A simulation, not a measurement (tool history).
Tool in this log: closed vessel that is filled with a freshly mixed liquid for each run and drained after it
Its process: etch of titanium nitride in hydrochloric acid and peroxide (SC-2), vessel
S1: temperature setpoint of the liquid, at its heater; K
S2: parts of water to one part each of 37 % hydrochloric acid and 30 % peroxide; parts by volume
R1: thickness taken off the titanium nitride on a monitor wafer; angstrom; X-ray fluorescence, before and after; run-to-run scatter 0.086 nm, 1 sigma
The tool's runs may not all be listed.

Run 1, hour 0: S1 327.15 K, S2 7.5 parts by volume, time in the liquid (s) 530. Result: R1 148.9 angstrom.
Run 2, hour 8: S1 332.65 K, S2 7.5 parts by volume, time in the liquid (s) 530. Result: R1 214.32 angstrom.
Run 3, hour 16.7: S1 330.15 K, S2 7.5 parts by volume, time in the liquid (s) 530. Result: R1 182.73 angstrom.
Run 4, hour 24.8: S1 328.15 K, S2 7.5 parts by volume, time in the liquid (s) 530. Result: R1 162.34 angstrom.
Run 5, hour 33.4: S1 326.15 K, S2 7.5 parts by volume, time in the liquid (s) 530. Result: R1 142.12 angstrom.
Run 6, hour 39.4: S1 324.65 K, S2 7.5 parts by volume, time in the liquid (s) 530. Result: R1 127.59 angstrom.
Run 7, hour 44.3: S1 323.65 K, S2 7.5 parts by volume, time in the liquid (s) 530. Result: R1 120.18 angstrom.
Run 8, hour 47.7: S1 322.65 K, S2 7.5 parts by volume, time in the liquid (s) 530. Result: R1 112.01 angstrom.

Run 9 comes next. What will it give?
Run 9, hour 49.7: S1 322.15 K, S2 7.5 parts by volume, time in the liquid (s) 530. Result: R1 ?.

R1: 110.5 angstrom
